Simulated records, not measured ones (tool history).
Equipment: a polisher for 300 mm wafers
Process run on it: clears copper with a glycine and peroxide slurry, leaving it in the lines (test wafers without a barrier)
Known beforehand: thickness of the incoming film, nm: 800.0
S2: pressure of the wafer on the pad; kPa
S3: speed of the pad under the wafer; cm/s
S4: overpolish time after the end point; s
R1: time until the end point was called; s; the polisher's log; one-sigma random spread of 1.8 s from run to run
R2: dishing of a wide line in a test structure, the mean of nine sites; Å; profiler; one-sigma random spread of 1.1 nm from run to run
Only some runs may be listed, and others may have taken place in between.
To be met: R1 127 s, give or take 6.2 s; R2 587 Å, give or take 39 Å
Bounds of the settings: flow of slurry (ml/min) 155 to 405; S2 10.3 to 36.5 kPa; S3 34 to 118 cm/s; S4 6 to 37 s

run 1 day=0 | flow_of_slurry_(ml/min)=260 S2=23.4 S3=76 S4=19 | R1=154.43 R2=669.51
run 2 day=0.304 | flow_of_slurry_(ml/min)=260 S2=23.4 S3=76 S4=24 | R1=148.57 R2=786.99
run 3 day=0.604 | flow_of_slurry_(ml/min)=260 S2=23.4 S3=82 S4=24 | R1=144.86 R2=806.78
run 4 day=0.783 | flow_of_slurry_(ml/min)=260 S2=23.4 S3=64 S4=24 | R1=173.21 R2=747.98
run 5 day=0.921 | flow_of_slurry_(ml/min)=260 S2=19.3 S3=64 S4=24 | R1=189.79 R2=693.3
run 6 day=1.071 | flow_of_slurry_(ml/min)=260 S2=19.3 S3=64 S4=28 | R1=189.95 R2=753.76
run 7 day=1.292 | flow_of_slurry_(ml/min)=260 S2=22.1 S3=68 S4=23 | R1=171.97 R2=738.65
run 8 day=1.488 | flow_of_slurry_(ml/min)=260 S2=23.4 S3=72 S4=19 | R1=158.15 R2=656.58
run 9 day=1.533 | flow_of_slurry_(ml/min)=260 S2=24.8 S3=74 S4=17 | R1=149.03 R2=640.59
run 10 day=1.85 | flow_of_slurry_(ml/min)=260 S2=25.5 S3=76 S4=16 | R1=142.68 R2=625.97
run 11 day=2.108 | flow_of_slurry_(ml/min)=260 S2=26.2 S3=76 S4=15 | R1=144.62 R2=617.27
run 12 day=2.317 | flow_of_slurry_(ml/min)=260 S2=26.9 S3=78 S4=14 | R1=135.32 R2=579.85
run 13 day=2.425 | flow_of_slurry_(ml/min)=260 S2=27.6 S3=78 S4=14 | R1=132.27 R2=601.71

Of the 4 settings listed for the next run, only one would bring every result within its allowed miss of target. Which one?
run A day=2.533 | flow_of_slurry_(ml/min)=260 S2=23.4 S3=86 S4=15 | R1=? R2=?
run B day=2.533 | flow_of_slurry_(ml/min)=235 S2=28.3 S3=70 S4=15 | R1=? R2=?
run C day=2.533 | flow_of_slurry_(ml/min)=325 S2=24.1 S3=86 S4=17 | R1=? R2=?
run D day=2.533 | flow_of_slurry_(ml/min)=365 S2=22.1 S3=106 S4=13 | R1=? R2=?

move=A R1=140.25 R2=617.4
move=B R1=139.84 R2=623.26
move=C R1=134.34 R2=697.1
move=D R1=124.54 R2=602.27
A: misses by more than the last run did
B: misses by more than the last run did
C: misses by more than the last run did
D: in spec on every target
So the answer is move D, the one that meets all the targets.

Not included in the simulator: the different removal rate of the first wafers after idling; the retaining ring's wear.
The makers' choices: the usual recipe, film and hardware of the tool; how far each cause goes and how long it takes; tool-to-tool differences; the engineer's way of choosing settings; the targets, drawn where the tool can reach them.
